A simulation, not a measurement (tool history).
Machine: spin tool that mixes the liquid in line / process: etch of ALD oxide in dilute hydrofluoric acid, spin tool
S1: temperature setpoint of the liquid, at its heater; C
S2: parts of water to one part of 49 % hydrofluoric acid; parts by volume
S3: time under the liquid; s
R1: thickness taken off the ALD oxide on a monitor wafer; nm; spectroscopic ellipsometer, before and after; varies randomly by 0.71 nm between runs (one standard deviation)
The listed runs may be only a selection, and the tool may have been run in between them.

run 1 hour=0 | S1=23 S2=165 S3=275 | R1=29.271
run 2 hour=8.9 | S1=23 S2=165 S3=275 | R1=29.802
run 3 hour=16.8 | S1=25 S2=165 S3=275 | R1=32.148
run 4 hour=19.2 | S1=25.5 S2=150 S3=275 | R1=36.359
run 5 hour=26.2 | S1=28 S2=150 S3=275 | R1=40.495
run 6 hour=30.7 | S1=28 S2=150 S3=275 | R1=40.06
run 7 hour=37.7 | S1=28.5 S2=140 S3=275 | R1=43.567
run 8 hour=43.9 | S1=29 S2=130 S3=275 | R1=49.459
run 9 hour=45 | S1=29 S2=130 S3=275 | R1=49.554
run 10 hour=53.9 | S1=29 S2=125 S3=275 | R1=51.815
run 11 hour=58.1 | S1=29 S2=120 S3=275 | R1=54.773

For run 12, what comes out?
run 12 hour=60 | S1=29 S2=115 S3=275 | R1=?

{"run 12": {"R1": 57.143}}
